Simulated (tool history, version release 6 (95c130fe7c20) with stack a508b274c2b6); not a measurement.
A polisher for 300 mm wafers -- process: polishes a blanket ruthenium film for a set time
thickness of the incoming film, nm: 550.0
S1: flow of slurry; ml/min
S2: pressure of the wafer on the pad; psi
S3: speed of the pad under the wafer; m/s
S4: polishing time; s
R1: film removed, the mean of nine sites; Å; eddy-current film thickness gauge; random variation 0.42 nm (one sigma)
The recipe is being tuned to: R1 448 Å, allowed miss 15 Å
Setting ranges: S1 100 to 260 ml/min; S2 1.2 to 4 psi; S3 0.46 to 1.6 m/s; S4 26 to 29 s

run 1 hour=0 | S1=165 S2=2.6 S3=1.02 S4=29 | R1=346.32
run 2 hour=0.8 | S1=170 S2=2.7 S3=1.02 S4=29 | R1=363.43
run 3 hour=4.8 | S1=170 S2=2.7 S3=0.86 S4=29 | R1=307.11
run 4 hour=13 | S1=170 S2=2.7 S3=0.86 S4=29 | R1=308.3
run 5 hour=14.3 | S1=170 S2=2.4 S3=0.86 S4=29 | R1=276.83
run 6 hour=15.7 | S1=170 S2=2.9 S3=0.86 S4=29 | R1=332.16
run 7 hour=18.5 | S1=175 S2=3 S3=0.86 S4=29 | R1=342.46
-- hour=21.3 slurry nozzle cleaned
run 8 hour=21.3 | S1=175 S2=3.1 S3=0.86 S4=29 | R1=364.38
run 9 hour=26.4 | S1=180 S2=3.2 S3=0.86 S4=29 | R1=380.52

Below are 5 possible settings for the next run. Only one of them brings all results inside the allowed miss of their targets. Which is it?
run A hour=31.5 | S1=140 S2=3.3 S3=1.08 S4=29 | R1=?
run B hour=31.5 | S1=180 S2=3.9 S3=0.9 S4=29 | R1=?
run C hour=31.5 | S1=185 S2=3.2 S3=1.06 S4=28 | R1=?
run D hour=31.5 | S1=220 S2=3.9 S3=0.76 S4=29 | R1=?
run E hour=31.5 | S1=225 S2=3.6 S3=0.8 S4=29 | R1=?

move=A R1=474.36
move=B R1=483.9
move=C R1=452.69
move=D R1=420.82
move=E R1=409.76
A: takes the result that was furthest off past its target
B: takes the result that was furthest off past its target
C: all results land within tolerance of their targets
D: nearer than the last run, and not there yet
E: nearer than the last run, and not there yet
The right move is C.
